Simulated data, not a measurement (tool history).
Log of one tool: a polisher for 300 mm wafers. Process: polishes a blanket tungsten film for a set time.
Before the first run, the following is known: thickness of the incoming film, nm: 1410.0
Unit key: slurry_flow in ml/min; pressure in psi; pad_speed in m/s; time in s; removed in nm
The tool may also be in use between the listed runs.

run	day	slurry_flow	pressure	pad_speed	slurry_solids	time	removed
1	0.000	285	4.7	1.38	1.00	40	281.69
2	0.196	285	4.7	1.24	1.00	40	254.30
3	0.304	290	5.2	1.24	1.00	40	282.95
4	0.329	290	4.7	1.24	1.00	40	257.45
5	0.479	300	5.2	1.24	1.00	40	284.40
6	0.508	300	5.2	1.24	0.85	40	267.42
7	0.662	300	5.2	1.24	0.85	40	270.67

Run 8 comes next. What will it give?
8	0.738	305	5.6	1.24	0.85	40	?

removed: 291.05 nm

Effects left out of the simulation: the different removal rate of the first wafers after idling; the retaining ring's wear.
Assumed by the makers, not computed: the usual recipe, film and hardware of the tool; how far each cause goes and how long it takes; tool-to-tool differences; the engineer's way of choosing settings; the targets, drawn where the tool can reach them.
